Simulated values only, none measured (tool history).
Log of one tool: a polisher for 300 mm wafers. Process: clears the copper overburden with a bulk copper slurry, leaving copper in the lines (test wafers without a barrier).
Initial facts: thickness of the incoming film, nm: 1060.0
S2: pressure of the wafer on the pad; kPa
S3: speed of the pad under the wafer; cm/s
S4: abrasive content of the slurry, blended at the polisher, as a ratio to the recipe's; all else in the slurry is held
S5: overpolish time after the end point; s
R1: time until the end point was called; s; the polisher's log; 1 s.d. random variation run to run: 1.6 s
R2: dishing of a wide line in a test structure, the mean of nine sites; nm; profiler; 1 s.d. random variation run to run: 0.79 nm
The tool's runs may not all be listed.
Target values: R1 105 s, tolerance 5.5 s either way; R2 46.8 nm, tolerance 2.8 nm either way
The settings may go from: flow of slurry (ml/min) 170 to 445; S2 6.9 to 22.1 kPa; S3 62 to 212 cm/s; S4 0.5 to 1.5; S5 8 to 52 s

{"run": 1, "hour": 0.0, "flow of slurry (ml/min)": 285, "S2": 14.5, "S3": 136, "S4": 1, "S5": 26, "R1": 110.94, "R2": 84.84}
{"run": 2, "hour": 4.1, "flow of slurry (ml/min)": 285, "S2": 14.5, "S3": 152, "S4": 1, "S5": 26, "R1": 104.23, "R2": 85.862}
{"run": 3, "hour": 7.9, "flow of slurry (ml/min)": 310, "S2": 13.1, "S3": 162, "S4": 1.1, "S5": 23, "R1": 103.68, "R2": 81.538}
{"run": 4, "hour": 10.5, "flow of slurry (ml/min)": 250, "S2": 13.1, "S3": 162, "S4": 1.1, "S5": 23, "R1": 104.84, "R2": 79.293}
{"run": 5, "hour": 13.1, "flow of slurry (ml/min)": 220, "S2": 13.1, "S3": 162, "S4": 1.1, "S5": 23, "R1": 106.67, "R2": 80.863}
{"run": 6, "hour": 19.4, "flow of slurry (ml/min)": 255, "S2": 13.1, "S3": 162, "S4": 1.1, "S5": 23, "R1": 103.13, "R2": 80.156}
{"run": 7, "hour": 21.8, "flow of slurry (ml/min)": 240, "S2": 11.7, "S3": 170, "S4": 1.15, "S5": 20, "R1": 109.93, "R2": 74.915}
{"run": 8, "hour": 22.8, "flow of slurry (ml/min)": 235, "S2": 11, "S3": 178, "S4": 1.2, "S5": 18, "R1": 111.45, "R2": 69.695}
{"run": 9, "hour": 28.3, "flow of slurry (ml/min)": 270, "S2": 10.3, "S3": 184, "S4": 1.25, "S5": 16, "R1": 110.96, "R2": 65.008}
{"run": 10, "hour": 30.9, "flow of slurry (ml/min)": 350, "S2": 6.9, "S3": 212, "S4": 1.5, "S5": 8, "R1": 137.62, "R2": 35.399}

4 next moves are on the table. One of them brings every result within its allowed miss. Which?
{"run": "A", "hour": 33.5, "flow of slurry (ml/min)": 300, "S2": 6.9, "S3": 194, "S4": 1.35, "S5": 14, "R1": "?", "R2": "?"}
{"run": "B", "hour": 33.5, "flow of slurry (ml/min)": 350, "S2": 6.9, "S3": 182, "S4": 1.4, "S5": 14, "R1": "?", "R2": "?"}
{"run": "C", "hour": 33.5, "flow of slurry (ml/min)": 360, "S2": 9, "S3": 210, "S4": 1.5, "S5": 9, "R1": "?", "R2": "?"}
{"run": "D", "hour": 33.5, "flow of slurry (ml/min)": 425, "S2": 10.3, "S3": 212, "S4": 1.5, "S5": 8, "R1": "?", "R2": "?"}

move=A R1=153.85 R2=48
move=B R1=160.72 R2=46.784
move=C R1=107.07 R2=47.604
move=D R1=91.605 R2=49.739
A: moves away from the targets compared with the last run
B: moves away from the targets compared with the last run
C: hits every target within its allowed miss
D: takes the biggest miss from the last run beyond its target
The right move is C.

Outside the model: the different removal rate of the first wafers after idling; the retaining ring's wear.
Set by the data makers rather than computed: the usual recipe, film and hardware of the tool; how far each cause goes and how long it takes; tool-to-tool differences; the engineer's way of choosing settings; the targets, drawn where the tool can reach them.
